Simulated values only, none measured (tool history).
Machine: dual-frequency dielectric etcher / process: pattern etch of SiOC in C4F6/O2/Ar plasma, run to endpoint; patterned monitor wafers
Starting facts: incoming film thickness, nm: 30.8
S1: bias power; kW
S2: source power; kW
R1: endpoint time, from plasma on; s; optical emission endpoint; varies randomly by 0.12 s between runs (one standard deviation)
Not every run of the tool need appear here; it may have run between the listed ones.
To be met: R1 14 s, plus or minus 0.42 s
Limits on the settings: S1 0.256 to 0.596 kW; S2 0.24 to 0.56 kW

{"run": 1, "hour": 0.0, "S1": 0.426, "S2": 0.4, "R1": 11.001}
{"run": 2, "hour": 8.6, "S1": 0.36, "S2": 0.4, "R1": 11.46}
{"run": 3, "hour": 15.3, "S1": 0.33, "S2": 0.4, "R1": 11.849}
{"run": 4, "hour": 21.6, "S1": 0.33, "S2": 0.45, "R1": 11.39}
{"run": 5, "hour": 28.6, "S1": 0.312, "S2": 0.4, "R1": 12.012}
{"run": 6, "hour": 29.4, "S1": 0.299, "S2": 0.37, "R1": 12.54}
{"run": 7, "hour": 32.7, "S1": 0.289, "S2": 0.35, "R1": 12.84}
{"run": 8, "hour": 38.3, "S1": 0.281, "S2": 0.33, "R1": 13.474}
{"run": 9, "hour": 42.9, "S1": 0.276, "S2": 0.33, "R1": 13.385}

Of the 5 settings listed for the next run, only one would bring every result within its allowed miss of target. Which one?
{"run": "A", "hour": 47.5, "S1": 0.376, "S2": 0.3, "R1": "?"}
{"run": "B", "hour": 47.5, "S1": 0.309, "S2": 0.33, "R1": "?"}
{"run": "C", "hour": 47.5, "S1": 0.27, "S2": 0.36, "R1": "?"}
{"run": "D", "hour": 47.5, "S1": 0.358, "S2": 0.31, "R1": "?"}
{"run": "E", "hour": 47.5, "S1": 0.256, "S2": 0.32, "R1": "?"}

move=A R1=12.807
move=B R1=13.15
move=C R1=13.253
move=D R1=12.854
move=E R1=14.068
A: further off than the last run
B: further off than the last run
C: further off than the last run
D: further off than the last run
E: every result lands within tolerance
Move E is the one to make.
